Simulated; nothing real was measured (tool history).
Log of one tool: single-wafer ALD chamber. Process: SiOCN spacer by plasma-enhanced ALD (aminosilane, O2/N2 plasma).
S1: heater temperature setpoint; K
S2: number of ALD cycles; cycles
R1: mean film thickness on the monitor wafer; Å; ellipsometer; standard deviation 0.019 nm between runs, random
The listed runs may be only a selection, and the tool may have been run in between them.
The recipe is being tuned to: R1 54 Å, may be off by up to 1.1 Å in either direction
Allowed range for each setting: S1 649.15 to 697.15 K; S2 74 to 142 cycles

{"run": 1, "hour": 0.0, "S1": 673.15, "S2": 108, "R1": 66.197}
{"run": 2, "hour": 3.7, "S1": 673.15, "S2": 104, "R1": 64.053}
{"run": 3, "hour": 12.1, "S1": 673.15, "S2": 101, "R1": 61.929}
{"run": 4, "hour": 15.4, "S1": 673.15, "S2": 99, "R1": 60.968}
{"run": 5, "hour": 21.3, "S1": 664.15, "S2": 99, "R1": 60.834}
{"run": 6, "hour": 28.8, "S1": 664.15, "S2": 97, "R1": 59.626}
{"run": 7, "hour": 32.4, "S1": 664.15, "S2": 95, "R1": 58.307}
{"hour": 33.9, "done": "thermocouple changed; heater temperature recalibrated"}
{"run": 8, "hour": 33.9, "S1": 664.15, "S2": 94, "R1": 57.853}
{"run": 9, "hour": 35.4, "S1": 664.15, "S2": 93, "R1": 57.309}
{"run": 10, "hour": 37.3, "S1": 664.15, "S2": 92, "R1": 56.724}
{"run": 11, "hour": 39.4, "S1": 664.15, "S2": 91, "R1": 56.199}
{"run": 12, "hour": 44.8, "S1": 664.15, "S2": 90, "R1": 55.393}

4 next moves are on the table. One of them brings every result within its allowed miss. Which?
{"run": "A", "hour": 50.2, "S1": 663.15, "S2": 88, "R1": "?"}
{"run": "B", "hour": 50.2, "S1": 669.15, "S2": 92, "R1": "?"}
{"run": "C", "hour": 50.2, "S1": 674.15, "S2": 94, "R1": "?"}
{"run": "D", "hour": 50.2, "S1": 669.15, "S2": 94, "R1": "?"}

move=A R1=54.027
move=B R1=56.482
move=C R1=57.542
move=D R1=57.71
A: all results land within tolerance of their targets
B: further off than the last run
C: further off than the last run
D: further off than the last run
Move A is the one to make.
